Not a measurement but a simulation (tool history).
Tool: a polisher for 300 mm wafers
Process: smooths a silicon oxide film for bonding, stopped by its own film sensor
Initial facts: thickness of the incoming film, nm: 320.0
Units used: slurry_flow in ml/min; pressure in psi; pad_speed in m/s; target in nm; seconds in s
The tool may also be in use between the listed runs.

{"run": 1, "day": 0.0, "slurry_flow": 135, "pressure": 1.7, "pad_speed": 1.02, "slurry_solids": 1, "target": 286, "seconds": 59.915}
{"run": 2, "day": 0.029, "slurry_flow": 135, "pressure": 1.4, "pad_speed": 0.98, "slurry_solids": 1, "target": 286, "seconds": 74.708}
{"run": 3, "day": 0.05, "slurry_flow": 135, "pressure": 1.2, "pad_speed": 0.96, "slurry_solids": 1, "target": 286, "seconds": 89.202}
{"run": 4, "day": 0.096, "slurry_flow": 135, "pressure": 1.2, "pad_speed": 0.96, "slurry_solids": 1, "target": 290, "seconds": 77.28}
{"run": 5, "day": 0.242, "slurry_flow": 135, "pressure": 1.1, "pad_speed": 0.92, "slurry_solids": 1, "target": 290, "seconds": 85.37}
{"run": 6, "day": 0.517, "slurry_flow": 145, "pressure": 1.1, "pad_speed": 0.92, "slurry_solids": 1, "target": 290, "seconds": 84.592}
{"run": 7, "day": 0.562, "slurry_flow": 145, "pressure": 1, "pad_speed": 0.88, "slurry_solids": 1, "target": 290, "seconds": 97.033}

Run 8 comes next. What will it give?
{"run": 8, "day": 0.7, "slurry_flow": 145, "pressure": 0.9, "pad_speed": 0.86, "slurry_solids": 1, "target": 290, "seconds": "?"}

Run 8 came out at seconds 105.27 s.
